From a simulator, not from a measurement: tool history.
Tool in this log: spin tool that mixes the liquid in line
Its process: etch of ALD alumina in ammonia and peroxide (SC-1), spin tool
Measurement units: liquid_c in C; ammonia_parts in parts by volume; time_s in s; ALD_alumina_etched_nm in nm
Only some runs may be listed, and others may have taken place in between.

run,hour,liquid_c,ammonia_parts,time_s,ALD_alumina_etched_nm
1,0.0,52.0,0.75,320,18.706
2,6.2,52.0,0.90,320,18.825
3,11.8,45.0,0.90,320,12.919
4,17.8,45.0,0.90,320,12.791
5,18.6,44.0,0.90,320,12.068
6,20.2,43.0,0.90,320,11.486

Predict the results of run 7:
7,26.5,42.5,0.90,320,?

{"run 7": {"ALD_alumina_etched_nm": 10.814}}

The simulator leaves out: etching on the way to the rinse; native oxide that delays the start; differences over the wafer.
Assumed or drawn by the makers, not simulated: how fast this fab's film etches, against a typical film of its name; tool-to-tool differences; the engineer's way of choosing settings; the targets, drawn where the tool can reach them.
